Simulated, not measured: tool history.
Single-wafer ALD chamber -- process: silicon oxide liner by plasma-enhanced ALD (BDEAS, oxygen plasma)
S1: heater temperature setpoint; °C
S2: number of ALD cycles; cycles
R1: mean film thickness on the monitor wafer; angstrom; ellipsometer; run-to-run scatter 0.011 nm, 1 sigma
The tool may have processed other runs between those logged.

run 1 hour=0 | S1=310 S2=57 | R1=51.414
run 2 hour=6 | S1=310 S2=55 | R1=49.539
run 3 hour=7.8 | S1=310 S2=50 | R1=45.156
run 4 hour=12.9 | S1=310 S2=57 | R1=51.458
run 5 hour=16.6 | S1=310 S2=51 | R1=46.153
run 6 hour=21.9 | S1=310 S2=56 | R1=50.365
run 7 hour=28.2 | S1=310 S2=54 | R1=48.766

Estimate the outcome of run 8 from the log above:
run 8 hour=29.3 | S1=310 S2=52 | R1=?

{"run 8": {"R1": 46.929}}
